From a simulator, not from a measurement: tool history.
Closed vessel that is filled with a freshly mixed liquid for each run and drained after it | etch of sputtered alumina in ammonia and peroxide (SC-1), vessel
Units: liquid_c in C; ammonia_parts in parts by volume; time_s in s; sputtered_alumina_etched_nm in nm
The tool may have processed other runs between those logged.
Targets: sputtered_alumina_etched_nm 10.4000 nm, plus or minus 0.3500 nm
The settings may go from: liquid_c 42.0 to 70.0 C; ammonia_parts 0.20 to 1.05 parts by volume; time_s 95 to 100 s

{"run": 1, "hour": 0.0, "liquid_c": 58.0, "ammonia_parts": 0.55, "time_s": 95, "sputtered_alumina_etched_nm": 14.25}
{"run": 2, "hour": 5.3, "liquid_c": 58.0, "ammonia_parts": 0.35, "time_s": 95, "sputtered_alumina_etched_nm": 13.583}
{"run": 3, "hour": 8.4, "liquid_c": 58.0, "ammonia_parts": 0.35, "time_s": 100, "sputtered_alumina_etched_nm": 14.211}
{"run": 4, "hour": 10.5, "liquid_c": 56.0, "ammonia_parts": 0.35, "time_s": 100, "sputtered_alumina_etched_nm": 12.727}
{"run": 5, "hour": 16.1, "liquid_c": 55.0, "ammonia_parts": 0.35, "time_s": 100, "sputtered_alumina_etched_nm": 12.075}
{"run": 6, "hour": 24.6, "liquid_c": 55.0, "ammonia_parts": 0.2, "time_s": 100, "sputtered_alumina_etched_nm": 11.627}
{"run": 7, "hour": 33.5, "liquid_c": 54.5, "ammonia_parts": 0.2, "time_s": 100, "sputtered_alumina_etched_nm": 11.215}
{"run": 8, "hour": 39.5, "liquid_c": 54.0, "ammonia_parts": 0.2, "time_s": 100, "sputtered_alumina_etched_nm": 10.958}

Pick the move, out of 5, that brings all results within their allowed miss; only one does.
{"run": "A", "hour": 45.5, "liquid_c": 54.5, "ammonia_parts": 0.2, "time_s": 100, "sputtered_alumina_etched_nm": "?"}
{"run": "B", "hour": 45.5, "liquid_c": 55.5, "ammonia_parts": 0.2, "time_s": 100, "sputtered_alumina_etched_nm": "?"}
{"run": "C", "hour": 45.5, "liquid_c": 53.0, "ammonia_parts": 0.2, "time_s": 100, "sputtered_alumina_etched_nm": "?"}
{"run": "D", "hour": 45.5, "liquid_c": 55.0, "ammonia_parts": 0.3, "time_s": 100, "sputtered_alumina_etched_nm": "?"}
{"run": "E", "hour": 45.5, "liquid_c": 50.5, "ammonia_parts": 0.45, "time_s": 100, "sputtered_alumina_etched_nm": "?"}

move=A sputtered_alumina_etched_nm=11.3280
move=B sputtered_alumina_etched_nm=11.9470
move=C sputtered_alumina_etched_nm=10.4520
move=D sputtered_alumina_etched_nm=12.0930
move=E sputtered_alumina_etched_nm=9.8571
A: lands further from the targets than the last run did
B: lands further from the targets than the last run did
C: all results land within tolerance of their targets
D: lands further from the targets than the last run did
E: takes the biggest miss from the last run beyond its target
Go with C: it meets all targets.

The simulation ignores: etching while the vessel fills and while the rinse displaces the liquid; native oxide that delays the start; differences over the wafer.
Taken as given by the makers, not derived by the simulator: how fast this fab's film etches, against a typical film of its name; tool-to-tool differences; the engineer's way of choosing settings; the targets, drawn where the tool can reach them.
